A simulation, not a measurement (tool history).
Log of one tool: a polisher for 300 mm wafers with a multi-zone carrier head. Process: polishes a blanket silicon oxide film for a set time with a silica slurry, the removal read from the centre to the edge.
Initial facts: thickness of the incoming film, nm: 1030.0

run	hour	flow of slurry (ml/min)	pressure of the head's centre zone	pressure of the head's middle zone	pressure of the head's edge zone	abrasive content of the slurry	polishing time (s)	film removed at the wafer's centre (nm)	film removed at mid-radius (nm)	film removed at the wafer's edge (nm)
1	0.0	275	1.00	1.00	1.00	1.00	64	211.48	209.34	211.09
2	4.7	275	1.00	1.00	0.92	1.00	64	210.10	210.54	197.30
3	5.7	285	1.00	1.03	0.96	1.00	64	212.99	212.74	208.97
4	13.2	285	1.00	1.03	0.96	0.90	64	203.47	204.71	198.16
5	21.7	285	1.00	1.06	0.97	0.95	64	206.26	214.98	204.40
6	24.5	290	1.00	1.08	0.99	1.00	64	213.37	226.33	210.82
7	31.7	300	1.00	1.10	1.02	1.00	64	212.89	227.80	214.71
8	39.5	305	1.00	1.11	1.05	1.05	64	216.99	233.37	217.87
9	46.3	300	0.99	1.11	1.07	1.10	64	220.40	237.43	221.26
10	51.3	305	0.98	1.11	1.09	1.15	65	221.81	247.33	232.94
11	58.5	310	0.98	1.11	1.11	1.15	65	223.84	249.11	229.74
12	67.1	290	0.98	1.10	1.12	1.20	65	223.03	244.10	238.66
13	72.2	290	0.98	1.10	1.12	1.20	65	225.08	247.47	239.54

Run 14, settings as shown, results not yet in. Your forecast:
14	78.1	290	0.98	1.10	1.13	1.20	65	?	?	?

{"run 14": {"film removed at the wafer's centre (nm)": 226.22, "film removed at mid-radius (nm)": 251.02, "film removed at the wafer's edge (nm)": 237.89}}

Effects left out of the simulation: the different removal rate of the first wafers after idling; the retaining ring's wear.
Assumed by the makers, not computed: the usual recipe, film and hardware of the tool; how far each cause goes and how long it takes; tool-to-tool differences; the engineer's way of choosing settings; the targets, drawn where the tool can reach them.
